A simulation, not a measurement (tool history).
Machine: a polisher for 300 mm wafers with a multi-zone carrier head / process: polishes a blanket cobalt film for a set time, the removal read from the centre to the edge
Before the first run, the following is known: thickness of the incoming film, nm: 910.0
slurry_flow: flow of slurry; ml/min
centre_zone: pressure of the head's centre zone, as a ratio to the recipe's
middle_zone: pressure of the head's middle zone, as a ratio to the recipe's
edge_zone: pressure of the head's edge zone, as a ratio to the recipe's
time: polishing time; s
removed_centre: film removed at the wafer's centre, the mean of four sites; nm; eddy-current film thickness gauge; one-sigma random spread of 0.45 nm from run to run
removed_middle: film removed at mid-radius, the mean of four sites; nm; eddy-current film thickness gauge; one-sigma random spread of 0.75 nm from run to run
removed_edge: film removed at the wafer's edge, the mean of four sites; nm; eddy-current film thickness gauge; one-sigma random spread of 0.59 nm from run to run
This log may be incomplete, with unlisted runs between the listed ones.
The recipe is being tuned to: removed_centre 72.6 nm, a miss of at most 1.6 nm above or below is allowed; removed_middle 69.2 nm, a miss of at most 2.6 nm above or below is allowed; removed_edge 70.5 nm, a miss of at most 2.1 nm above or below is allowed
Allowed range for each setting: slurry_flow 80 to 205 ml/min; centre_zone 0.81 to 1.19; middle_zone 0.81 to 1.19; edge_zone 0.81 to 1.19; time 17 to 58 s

run  hour  slurry_flow  centre_zone  middle_zone  edge_zone  time  removed_centre  removed_middle  removed_edge
  1     0          135            1            1          1    37          126.58          123.36        118.73
  2   7.2          135            1         1.07          1    37          128.03           126.4        117.67
  3   8.2          125            1         1.03       0.99    33          110.01          109.47         104.3
  4  11.8          120            1         0.99       0.97    30          98.387          94.916        93.632
  5  13.7          120         0.99         0.97       0.94    28           92.43          87.505        86.014
  6  15.3          120         0.99         0.97       1.02    28          91.586          87.689        88.995
  7  20.2          120         0.98         0.95       0.98    27          86.843          84.433         83.53
  8  27.9           85         0.94         0.85       0.88    25          68.226          65.077        68.712
  9  30.7           90         0.94         0.85       0.87    25          70.088          66.154        69.628

Pick the move, out of 5, that brings all results within their allowed miss; only one does.
  A  33.5           90         0.93         0.84       0.82    26               ?               ?             ?
  B  33.5           85         0.93         0.88       0.94    25               ?               ?             ?
  C  33.5          125         0.88         0.86       1.01    23               ?               ?             ?
  D  33.5           85         0.88         0.81       0.92    26               ?               ?             ?
  E  33.5           85         0.97         0.87       0.89    24               ?               ?             ?

move  removed_centre  removed_middle  removed_edge
   A          71.559          70.701         69.73
   B          67.066          68.293        70.282
   C          67.289          70.177         72.74
   D          65.944          67.742        72.414
   E          67.172          65.117        65.796
A: every result within its allowed miss
B: its largest miss is bigger than the last run's
C: its largest miss is bigger than the last run's
D: its largest miss is bigger than the last run's
E: its largest miss is bigger than the last run's
So the answer is move A, the one that meets all the targets.
